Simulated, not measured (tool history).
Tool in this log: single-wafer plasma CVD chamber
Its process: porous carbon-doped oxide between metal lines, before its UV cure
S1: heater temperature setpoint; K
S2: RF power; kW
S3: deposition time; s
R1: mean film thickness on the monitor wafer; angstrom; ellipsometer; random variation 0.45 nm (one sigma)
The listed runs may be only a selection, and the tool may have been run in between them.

run	day	S1	S2	S3	R1
1	0	578.15	0.575	22.1	1149.4
2	0.021	575.15	0.575	22.1	1171.5
3	0.083	580.15	0.575	22.1	1134.4
4	0.188	577.15	0.575	22.1	1150.8
5	0.233	575.15	0.575	22.1	1165.5
6	0.358	573.15	0.575	22.1	1187.4

Run 7, settings as shown, results not yet in. Your forecast:
7	0.633	572.15	0.575	22.1	?

{"run 7": {"R1": 1192.2}}
